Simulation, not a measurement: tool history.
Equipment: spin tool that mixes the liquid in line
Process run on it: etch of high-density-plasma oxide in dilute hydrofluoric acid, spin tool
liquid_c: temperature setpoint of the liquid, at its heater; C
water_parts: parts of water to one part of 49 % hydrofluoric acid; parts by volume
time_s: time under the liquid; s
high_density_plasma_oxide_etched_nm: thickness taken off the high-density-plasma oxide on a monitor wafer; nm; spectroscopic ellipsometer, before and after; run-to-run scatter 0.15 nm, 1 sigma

| run | hour | liquid_c | water_parts | time_s | high_density_plasma_oxide_etched_nm |
|---|---|---|---|---|---|
| 1 | 0 | 24 | 75 | 175 | 12.334 |
| 2 | 5 | 24 | 75 | 175 | 12.387 |
| 3 | 13.1 | 25.5 | 70 | 175 | 14.119 |
| 4 | 19 | 27.5 | 70 | 175 | 15.375 |
| 5 | 22.9 | 28.5 | 65 | 175 | 17.156 |
| 6 | 28.1 | 28.5 | 45 | 175 | 25.688 |

Estimate the outcome of run 7 from the log above:
| 7 | 29.8 | 29 | 45 | 175 | ? |

{"run 7": {"high_density_plasma_oxide_etched_nm": 26.207}}
